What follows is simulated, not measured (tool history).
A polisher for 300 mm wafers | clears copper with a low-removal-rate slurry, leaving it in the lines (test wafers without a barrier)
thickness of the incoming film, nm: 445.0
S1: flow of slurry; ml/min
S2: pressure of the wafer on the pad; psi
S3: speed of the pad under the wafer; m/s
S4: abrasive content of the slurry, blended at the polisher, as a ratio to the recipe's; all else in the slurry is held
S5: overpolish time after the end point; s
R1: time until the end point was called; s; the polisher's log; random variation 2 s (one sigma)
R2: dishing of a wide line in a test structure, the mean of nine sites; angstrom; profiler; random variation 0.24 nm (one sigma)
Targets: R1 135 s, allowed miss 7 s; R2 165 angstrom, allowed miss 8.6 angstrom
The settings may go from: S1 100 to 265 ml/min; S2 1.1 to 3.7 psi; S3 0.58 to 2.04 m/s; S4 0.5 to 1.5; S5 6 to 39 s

run	hour	S1	S2	S3	S4	S5	R1	R2
1	0	170	2.4	1.3	1	20	147.6	455.39
2	1.7	170	2.4	1.3	0.85	20	152.64	423.71
3	5.4	130	2.4	1.3	0.85	20	165.54	418.56
4	13	130	2.1	1.3	0.85	20	184.09	382.38
5	17.6	130	2.1	1.12	0.85	20	205.54	335.34
6	25.6	130	2.1	1.12	1	20	194.71	341.47
7	29.1	160	2.2	1	1.1	17	194.16	307.66
8	33.2	185	2.1	1.02	1.2	15	193.11	280.54
9	37.6	205	2	1.08	1.25	13	186.57	260.14
10	40.4	220	1.8	1.2	1.3	11	179.13	225.97
11	48.8	230	1.6	1.34	1.3	10	171.17	204.95
12	53.9	230	1.5	1.48	1.25	9	170.79	191.07
13	56.4	240	1.4	1.6	1.25	8	164.08	169.66
14	59.4	245	1.4	1.66	1.2	8	165.65	179.2
15	66.5	245	1.4	1.66	1.2	8	166.08	176.15
16	67.8	245	1.4	1.74	1.25	8	157.99	190.09
17	71.8	245	1.4	1.74	1.25	8	154.51	185.59
18	78.9	250	1.3	1.8	1.3	8	154.28	187.19
19	83.6	255	1.4	1.86	1.2	8	143.53	199.19
20	87.5	265	1.1	2.04	0.95	6	174.15	125.97
21	93.2	265	1.2	2.04	0.95	6	165.43	135.81
22	97.8	265	1.3	2.04	0.95	6	151.76	143.32
23	101.4	265	1.4	2.04	0.95	6	144.06	151.52

4 next moves are on the table. One of them brings every result within its allowed miss. Which?
A	105	260	1.4	1.9	0.95	6	?	?
B	105	265	1.3	1.8	1.15	7	?	?
C	105	265	1.3	2.04	0.9	6	?	?
D	105	255	1.5	2	1.1	6	?	?

move	R1	R2
A	154.72	142.93
B	162.23	157.72
C	155.88	141.67
D	133.3	164.72
A: further off than the last run
B: brings the result that was furthest off to its target, and leaves another outside
C: further off than the last run
D: meets every target
Move D is the one to make.

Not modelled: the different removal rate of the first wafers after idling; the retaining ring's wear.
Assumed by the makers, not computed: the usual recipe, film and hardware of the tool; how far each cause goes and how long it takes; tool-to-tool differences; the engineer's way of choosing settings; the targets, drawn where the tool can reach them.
